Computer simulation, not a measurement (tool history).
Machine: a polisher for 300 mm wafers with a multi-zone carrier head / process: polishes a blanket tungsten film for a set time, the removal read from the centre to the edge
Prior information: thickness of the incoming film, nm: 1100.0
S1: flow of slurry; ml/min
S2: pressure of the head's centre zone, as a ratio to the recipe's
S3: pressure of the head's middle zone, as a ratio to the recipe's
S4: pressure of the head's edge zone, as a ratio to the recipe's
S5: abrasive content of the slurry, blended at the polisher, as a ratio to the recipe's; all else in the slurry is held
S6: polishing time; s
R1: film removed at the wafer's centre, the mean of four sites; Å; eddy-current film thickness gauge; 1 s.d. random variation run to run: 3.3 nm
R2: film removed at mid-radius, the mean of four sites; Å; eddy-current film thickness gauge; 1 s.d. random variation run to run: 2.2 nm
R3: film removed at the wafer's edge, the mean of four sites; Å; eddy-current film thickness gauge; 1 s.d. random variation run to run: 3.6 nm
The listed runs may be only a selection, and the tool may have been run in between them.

run 1 day=0.000 | S1=290 S2=1.00 S3=1.00 S4=1.00 S5=1.00 S6=55 | R1=2314.6 R2=2183.7 R3=2241.1
run 2 day=0.088 | S1=295 S2=1.03 S3=1.01 S4=1.02 S5=1.05 S6=55 | R1=2311.3 R2=2265.2 R3=2213.0
run 3 day=0.346 | S1=295 S2=1.03 S3=1.01 S4=1.02 S5=1.05 S6=48 | R1=2029.0 R2=1950.6 R3=1979.0
run 4 day=0.592 | S1=270 S2=1.03 S3=1.01 S4=1.02 S5=1.05 S6=48 | R1=2031.0 R2=1941.8 R3=1917.0
run 5 day=0.708 | S1=270 S2=1.03 S3=1.01 S4=0.98 S5=1.05 S6=48 | R1=1980.9 R2=1953.4 R3=1931.6
run 6 day=0.729 | S1=290 S2=1.06 S3=0.99 S4=1.01 S5=1.15 S6=50 | R1=2247.9 R2=2034.0 R3=2091.7

Run 7, settings as shown, results not yet in. Your forecast:
run 7 day=0.875 | S1=310 S2=1.08 S3=1.00 S4=1.02 S5=1.25 S6=51 | R1=? R2=? R3=?

Run 7 yielded R1 2322.0 Å, R2 2152.2 Å, R3 2170.2 Å.

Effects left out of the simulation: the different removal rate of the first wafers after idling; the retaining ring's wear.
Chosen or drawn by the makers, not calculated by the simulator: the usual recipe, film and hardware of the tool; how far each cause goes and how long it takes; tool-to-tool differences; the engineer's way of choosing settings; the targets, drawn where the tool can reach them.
